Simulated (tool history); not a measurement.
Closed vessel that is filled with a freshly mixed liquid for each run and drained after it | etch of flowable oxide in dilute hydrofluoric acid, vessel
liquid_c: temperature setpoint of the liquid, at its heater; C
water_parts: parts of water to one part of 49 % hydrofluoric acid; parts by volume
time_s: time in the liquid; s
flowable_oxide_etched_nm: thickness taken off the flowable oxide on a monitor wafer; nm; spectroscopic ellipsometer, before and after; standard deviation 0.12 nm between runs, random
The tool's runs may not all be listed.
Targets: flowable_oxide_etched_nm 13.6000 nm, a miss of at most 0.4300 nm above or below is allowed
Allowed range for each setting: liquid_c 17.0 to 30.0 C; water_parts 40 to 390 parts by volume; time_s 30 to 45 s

run  hour  liquid_c  water_parts  time_s  flowable_oxide_etched_nm
  1   0.0      22.0          215      45                    7.5254
  2   7.2      23.0          205      45                    8.3644
  3   9.0      23.0          205      45                    8.2295
  4  13.8      24.0          200      45                    8.9697
  5  17.0      24.5          195      45                    9.2882
  6  22.9      24.5          195      45                    9.2658
  7  30.7      24.5          195      45                    9.4116
  8  37.5      25.0          190      45                    9.6806
  9  40.6      25.5          185      45                   10.3280
 10  49.2      26.0          180      45                   10.9470
 11  56.4      26.5          180      45                   11.1150
 12  60.2      27.0          180      45                   11.1920
 13  68.0      27.5          180      45                   11.4040
 14  73.9      28.0          180      45                   11.6730
 15  75.0      29.0          170      45                   13.0350

Exercise: of the 4 proposed moves below, exactly one satisfies all targets within the stated allowed misses. Which move is it?
  A  76.1      27.5          120      30                         ?
  B  76.1      28.5          170      45                         ?
  C  76.1      27.5          165      45                         ?
  D  76.1      29.0          165      45                         ?

move  flowable_oxide_etched_nm
   A                   12.3070
   B                   12.6930
   C                   12.6900
   D                   13.3980
A: its largest miss is bigger than the last run's
B: its largest miss is bigger than the last run's
C: its largest miss is bigger than the last run's
D: all results land within tolerance of their targets
So the answer is move D, the one that meets all the targets.
